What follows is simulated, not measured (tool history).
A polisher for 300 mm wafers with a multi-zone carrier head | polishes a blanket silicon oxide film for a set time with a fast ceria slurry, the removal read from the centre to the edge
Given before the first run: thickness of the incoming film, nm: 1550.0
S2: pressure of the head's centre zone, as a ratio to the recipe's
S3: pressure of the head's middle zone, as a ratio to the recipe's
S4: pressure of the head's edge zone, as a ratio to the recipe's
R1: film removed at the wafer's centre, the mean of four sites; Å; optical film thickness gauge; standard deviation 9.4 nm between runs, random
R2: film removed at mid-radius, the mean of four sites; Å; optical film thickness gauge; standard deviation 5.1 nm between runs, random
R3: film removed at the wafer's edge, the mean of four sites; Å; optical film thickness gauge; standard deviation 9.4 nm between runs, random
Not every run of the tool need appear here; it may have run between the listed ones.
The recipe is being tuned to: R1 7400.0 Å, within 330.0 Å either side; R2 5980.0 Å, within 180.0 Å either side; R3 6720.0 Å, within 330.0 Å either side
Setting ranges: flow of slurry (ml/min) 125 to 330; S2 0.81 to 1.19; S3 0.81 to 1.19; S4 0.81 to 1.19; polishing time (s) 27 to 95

run 1 day=0.000 | flow_of_slurry_(ml/min)=210 S2=1.00 S3=1.00 S4=1.00 polishing_time_(s)=61 | R1=5777.4 R2=5962.7 R3=5704.6
run 2 day=0.067 | flow_of_slurry_(ml/min)=210 S2=1.00 S3=0.93 S4=1.00 polishing_time_(s)=61 | R1=6043.8 R2=5635.4 R3=5714.7
run 3 day=0.329 | flow_of_slurry_(ml/min)=215 S2=1.02 S3=0.92 S4=1.03 polishing_time_(s)=62 | R1=6060.4 R2=5662.9 R3=5652.7
run 4 day=0.446 | flow_of_slurry_(ml/min)=215 S2=1.02 S3=0.89 S4=1.03 polishing_time_(s)=62 | R1=5984.9 R2=5602.1 R3=5749.6
run 5 day=0.738 | flow_of_slurry_(ml/min)=200 S2=1.03 S3=0.88 S4=1.02 polishing_time_(s)=64 | R1=6163.6 R2=5561.7 R3=6001.9
run 6 day=0.912 | flow_of_slurry_(ml/min)=225 S2=1.03 S3=0.88 S4=1.02 polishing_time_(s)=64 | R1=6234.0 R2=5685.0 R3=6065.4
run 7 day=1.129 | flow_of_slurry_(ml/min)=230 S2=1.06 S3=0.88 S4=1.01 polishing_time_(s)=65 | R1=6810.8 R2=5740.7 R3=6005.6
run 8 day=1.233 | flow_of_slurry_(ml/min)=230 S2=1.06 S3=0.87 S4=1.01 polishing_time_(s)=66 | R1=6691.0 R2=5873.8 R3=6103.3
-- day=1.483 edge zone pressure recalibrated
run 9 day=1.483 | flow_of_slurry_(ml/min)=225 S2=1.07 S3=0.86 S4=1.01 polishing_time_(s)=67 | R1=6926.1 R2=5878.9 R3=6422.3
run 10 day=1.642 | flow_of_slurry_(ml/min)=225 S2=1.08 S3=0.86 S4=1.01 polishing_time_(s)=67 | R1=7022.7 R2=5874.1 R3=6509.5

Which single option among these 4 for the next run brings every result within its allowed miss of target? Just one does.
run A day=1.800 | flow_of_slurry_(ml/min)=235 S2=1.12 S3=0.89 S4=0.96 polishing_time_(s)=61 | R1=? R2=? R3=?
run B day=1.800 | flow_of_slurry_(ml/min)=275 S2=1.10 S3=0.85 S4=0.99 polishing_time_(s)=67 | R1=? R2=? R3=?
run C day=1.800 | flow_of_slurry_(ml/min)=220 S2=1.17 S3=0.85 S4=1.07 polishing_time_(s)=66 | R1=? R2=? R3=?
run D day=1.800 | flow_of_slurry_(ml/min)=165 S2=0.93 S3=0.89 S4=1.12 polishing_time_(s)=76 | R1=? R2=? R3=?

move=A R1=6679.5 R2=5529.8 R3=5856.3
move=B R1=7357.4 R2=5961.5 R3=6626.8
move=C R1=7473.4 R2=5705.4 R3=6637.3
move=D R1=6464.5 R2=6502.9 R3=7537.7
A: its largest miss is bigger than the last run's
B: each result inside its tolerance
C: brings the last run's worst result on target, with another outside its allowed miss
D: its largest miss is bigger than the last run's
Move B is the one to make.
